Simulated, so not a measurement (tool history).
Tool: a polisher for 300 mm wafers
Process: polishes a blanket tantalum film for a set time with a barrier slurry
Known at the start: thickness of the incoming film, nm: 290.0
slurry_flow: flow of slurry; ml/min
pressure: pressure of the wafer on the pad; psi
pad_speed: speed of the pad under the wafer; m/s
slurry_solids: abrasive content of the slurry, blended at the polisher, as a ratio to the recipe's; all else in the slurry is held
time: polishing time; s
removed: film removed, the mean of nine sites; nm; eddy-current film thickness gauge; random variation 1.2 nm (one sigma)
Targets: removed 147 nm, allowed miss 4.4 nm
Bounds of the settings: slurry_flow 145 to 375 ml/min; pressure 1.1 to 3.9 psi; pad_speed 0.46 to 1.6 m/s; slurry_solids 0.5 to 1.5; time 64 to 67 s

run,hour,slurry_flow,pressure,pad_speed,slurry_solids,time,removed
1,0,240,2.5,1.02,1,64,118.74
2,7,240,2.2,1.02,1,64,106.16
3,15.7,240,2.7,1.02,1,64,123.45
4,18.8,240,2.7,0.78,1,64,96.275
5,19.7,245,3.1,0.78,1,64,106.61
6,20.9,245,3.1,0.88,1,64,120.58
7,27.2,245,3.3,0.88,1,64,124.11
8,36.1,245,3.5,0.88,1,64,131.59
9,41.7,245,3.6,0.88,1,64,134.08
10,45.2,250,3.7,0.88,1,64,139.37
11,46.4,250,3.7,0.88,1,64,138.41
12,50.1,250,3.8,0.88,1,64,141.89

5 next moves are on the table. One of them brings every result within its allowed miss. Which?
A,53.8,285,3.6,0.94,0.95,66,?
B,53.8,270,3.2,0.92,0.95,67,?
C,53.8,255,2.8,1.06,0.95,67,?
D,53.8,250,3.9,0.76,1.1,67,?
E,53.8,255,3.8,0.82,1,64,?

move,removed
A,146.32
B,131.98
C,135.45
D,134.82
E,131.32
A: meets every target
B: further off than the last run
C: further off than the last run
D: further off than the last run
E: further off than the last run
Answer: A
